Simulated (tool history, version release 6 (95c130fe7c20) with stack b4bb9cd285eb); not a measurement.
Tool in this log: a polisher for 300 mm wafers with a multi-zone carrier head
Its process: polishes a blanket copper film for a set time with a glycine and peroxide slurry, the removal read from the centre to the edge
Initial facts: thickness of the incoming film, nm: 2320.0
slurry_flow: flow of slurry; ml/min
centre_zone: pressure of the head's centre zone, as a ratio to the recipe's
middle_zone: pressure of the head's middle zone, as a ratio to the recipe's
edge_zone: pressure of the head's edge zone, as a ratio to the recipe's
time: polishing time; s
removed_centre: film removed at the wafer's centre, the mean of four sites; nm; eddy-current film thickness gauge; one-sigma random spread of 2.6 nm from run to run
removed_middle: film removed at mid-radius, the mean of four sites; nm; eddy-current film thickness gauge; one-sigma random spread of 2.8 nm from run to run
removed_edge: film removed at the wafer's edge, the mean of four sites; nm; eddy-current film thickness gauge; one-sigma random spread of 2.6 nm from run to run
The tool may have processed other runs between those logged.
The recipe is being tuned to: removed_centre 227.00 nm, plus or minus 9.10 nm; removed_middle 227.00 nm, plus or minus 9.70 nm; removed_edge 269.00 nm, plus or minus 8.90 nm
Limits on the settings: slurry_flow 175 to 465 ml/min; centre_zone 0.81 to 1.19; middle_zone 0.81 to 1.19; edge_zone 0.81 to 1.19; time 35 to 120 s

run  hour  slurry_flow  centre_zone  middle_zone  edge_zone  time  removed_centre  removed_middle  removed_edge
  1   0.0          295         1.00         1.00       1.00    77          465.72          469.95        451.09
  2   2.5          285         0.96         0.95       1.02    66          389.61          383.14        402.14
  3  11.1          275         0.93         0.93       1.01    58          317.78          328.36        344.15
  4  12.0          265         0.92         0.90       1.01    54          299.97          296.67        319.04
  5  18.6          265         0.92         0.90       1.01    36          194.75          199.04        214.38
  6  21.9          270         0.92         0.89       1.04    38          207.01          211.87        231.59
  7  28.1          275         0.92         0.88       1.07    39          212.85          211.62        238.73
  8  30.8          275         0.91         0.88       1.09    40          219.16          215.54        243.16
  9  32.2          280         0.89         0.87       1.11    41          221.68          218.70        251.27

Consider the 5 candidate settings below. Which is the only one whose results all fall within their allowed miss of target?
  A  33.6          330         0.87         0.83       1.09    43               ?               ?             ?
  B  33.6          275         0.94         0.93       1.16    38               ?               ?             ?
  C  33.6          310         0.88         0.86       1.13    46               ?               ?             ?
  D  33.6          305         0.94         0.94       1.09    44               ?               ?             ?
  E  33.6          180         0.92         0.90       1.15    48               ?               ?             ?

move  removed_centre  removed_middle  removed_edge
   A          225.15          229.11        267.84
   B          211.36          219.23        240.65
   C          242.35          251.15        290.14
   D          246.95          258.24        272.43
   E          250.67          259.48        294.34
A: every result within its allowed miss
B: moves away from the targets compared with the last run
C: carries the result that was furthest off beyond its target, to the other side
D: puts the biggest miss on target and leaves a different result outside tolerance
E: carries the result that was furthest off beyond its target, to the other side
A meets every target.
